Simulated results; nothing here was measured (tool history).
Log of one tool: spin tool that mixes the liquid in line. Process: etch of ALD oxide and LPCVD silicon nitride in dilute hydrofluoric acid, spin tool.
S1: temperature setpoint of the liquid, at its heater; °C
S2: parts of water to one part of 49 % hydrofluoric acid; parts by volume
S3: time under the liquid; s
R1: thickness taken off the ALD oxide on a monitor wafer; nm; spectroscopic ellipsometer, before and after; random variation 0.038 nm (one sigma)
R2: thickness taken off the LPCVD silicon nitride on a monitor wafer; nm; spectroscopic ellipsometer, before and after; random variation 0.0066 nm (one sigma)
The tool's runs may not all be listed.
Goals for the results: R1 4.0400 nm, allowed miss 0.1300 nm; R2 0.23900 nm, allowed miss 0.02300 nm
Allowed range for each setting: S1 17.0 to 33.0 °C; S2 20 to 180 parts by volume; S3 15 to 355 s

Run 1, hour 0.0: S1 25.0 °C, S2 100 parts by volume, S3 180 s. Result: R1 17.9200 nm, R2 0.96478 nm.
Run 2, hour 5.5: S1 25.0 °C, S2 100 parts by volume, S3 130 s. Result: R1 13.1890 nm, R2 0.67205 nm.
Run 3, hour 9.0: S1 25.0 °C, S2 75 parts by volume, S3 130 s. Result: R1 18.1300 nm, R2 0.87606 nm.
Run 4, hour 11.0: S1 22.0 °C, S2 75 parts by volume, S3 130 s. Result: R1 16.2520 nm, R2 0.73982 nm.
Run 5, hour 18.2: S1 24.5 °C, S2 75 parts by volume, S3 130 s. Result: R1 17.7870 nm, R2 0.86648 nm.
Run 6, hour 26.4: S1 22.5 °C, S2 75 parts by volume, S3 130 s. Result: R1 16.3400 nm, R2 0.74856 nm.
Run 7, hour 35.0: S1 22.5 °C, S2 90 parts by volume, S3 130 s. Result: R1 13.5930 nm, R2 0.62225 nm.
Run 8, hour 42.5: S1 23.0 °C, S2 105 parts by volume, S3 125 s. Result: R1 11.2140 nm, R2 0.51053 nm.
Run 9, hour 47.4: S1 24.0 °C, S2 115 parts by volume, S3 115 s. Result: R1 9.5472 nm, R2 0.47783 nm.
Run 10, hour 53.3: S1 24.0 °C, S2 125 parts by volume, S3 115 s. Result: R1 8.7900 nm, R2 0.45186 nm.
Run 11, hour 55.6: S1 24.0 °C, S2 135 parts by volume, S3 110 s. Result: R1 7.6298 nm, R2 0.38926 nm.
Run 12, hour 57.3: S1 24.0 °C, S2 135 parts by volume, S3 110 s. Result: R1 7.5946 nm, R2 0.38910 nm.
Run 13, hour 59.4: S1 25.0 °C, S2 175 parts by volume, S3 80 s. Result: R1 4.1974 nm, R2 0.23512 nm.

Of the 5 settings listed for the next run, only one would bring every result within its allowed miss of target. Which one?
Run A, hour 61.5: S1 26.5 °C, S2 180 parts by volume, S3 75 s. Result: R1 ?, R2 ?.
Run B, hour 61.5: S1 24.0 °C, S2 165 parts by volume, S3 80 s. Result: R1 ?, R2 ?.
Run C, hour 61.5: S1 21.0 °C, S2 170 parts by volume, S3 85 s. Result: R1 ?, R2 ?.
Run D, hour 61.5: S1 32.5 °C, S2 180 parts by volume, S3 65 s. Result: R1 ?, R2 ?.
Run E, hour 61.5: S1 30.0 °C, S2 180 parts by volume, S3 60 s. Result: R1 ?, R2 ?.

move      R1       R2
   A  4.0222  0.22947
   B  4.3391  0.22789
   C  3.9667  0.19352
   D  4.3082  0.28614
   E  3.6470  0.22753
A: all results land within tolerance of their targets
B: the biggest miss grows against the last run
C: corrects the largest miss of the last run, while another result sits out of spec
D: the biggest miss grows against the last run
E: the result that was furthest off in the last run now lies on the other side of its target
The right move is A.

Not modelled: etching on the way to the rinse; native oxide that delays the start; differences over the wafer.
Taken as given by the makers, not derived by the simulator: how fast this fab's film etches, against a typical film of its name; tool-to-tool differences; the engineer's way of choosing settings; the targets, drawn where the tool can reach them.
